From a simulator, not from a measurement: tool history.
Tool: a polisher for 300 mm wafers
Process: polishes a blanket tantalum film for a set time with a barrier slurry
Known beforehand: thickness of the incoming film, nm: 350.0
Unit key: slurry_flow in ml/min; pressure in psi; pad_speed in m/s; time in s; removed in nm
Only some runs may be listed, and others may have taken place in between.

Run 1, hour 0.0: slurry_flow 190 ml/min, pressure 2.2 psi, pad_speed 0.82 m/s, slurry_solids 1.0, time 80 s. Result: removed 113.020 nm.
Run 2, hour 1.8: slurry_flow 160 ml/min, pressure 2.2 psi, pad_speed 0.82 m/s, slurry_solids 1.0, time 80 s. Result: removed 109.650 nm.
Run 3, hour 7.4: slurry_flow 160 ml/min, pressure 1.9 psi, pad_speed 0.82 m/s, slurry_solids 1.0, time 80 s. Result: removed 96.238 nm.
Run 4, hour 9.3: slurry_flow 165 ml/min, pressure 2.3 psi, pad_speed 0.82 m/s, slurry_solids 1.0, time 80 s. Result: removed 114.710 nm.
Run 5, hour 17.7: slurry_flow 170 ml/min, pressure 2.6 psi, pad_speed 0.82 m/s, slurry_solids 1.0, time 80 s. Result: removed 128.770 nm.
Run 6, hour 20.9: slurry_flow 175 ml/min, pressure 2.8 psi, pad_speed 0.82 m/s, slurry_solids 1.0, time 80 s. Result: removed 135.550 nm.

Expected results for the next run?
Run 7, hour 28.0: slurry_flow 175 ml/min, pressure 3.0 psi, pad_speed 0.84 m/s, slurry_solids 1.0, time 80 s. Result: removed ?.

{"run 7": {"removed": 148.08}}
